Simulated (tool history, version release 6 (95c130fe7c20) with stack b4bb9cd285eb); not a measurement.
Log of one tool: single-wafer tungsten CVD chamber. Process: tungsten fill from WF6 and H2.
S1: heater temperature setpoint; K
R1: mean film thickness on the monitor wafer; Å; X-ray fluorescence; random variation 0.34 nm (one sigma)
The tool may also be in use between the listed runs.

{"run": 1, "hour": 0.0, "S1": 648.15, "chamber pressure (Torr)": 53.6, "deposition time (s)": 16.4, "R1": 429.35}
{"run": 2, "hour": 5.5, "S1": 648.15, "chamber pressure (Torr)": 53.6, "deposition time (s)": 16.4, "R1": 421.22}
{"run": 3, "hour": 8.2, "S1": 653.15, "chamber pressure (Torr)": 53.8, "deposition time (s)": 16.4, "R1": 476.67}
{"run": 4, "hour": 12.9, "S1": 649.15, "chamber pressure (Torr)": 53.8, "deposition time (s)": 16.4, "R1": 437.87}
{"hour": 14.1, "done": "thermocouple changed; heater temperature recalibrated"}
{"run": 5, "hour": 14.1, "S1": 653.15, "chamber pressure (Torr)": 54.0, "deposition time (s)": 16.4, "R1": 450.12}
{"run": 6, "hour": 17.3, "S1": 658.15, "chamber pressure (Torr)": 57.9, "deposition time (s)": 16.4, "R1": 513.0}
{"run": 7, "hour": 19.3, "S1": 661.15, "chamber pressure (Torr)": 58.1, "deposition time (s)": 16.4, "R1": 545.18}

Run 8 comes next. What will it give?
{"run": 8, "hour": 23.9, "S1": 663.15, "chamber pressure (Torr)": 58.2, "deposition time (s)": 16.4, "R1": "?"}

R1: 575.42 Å
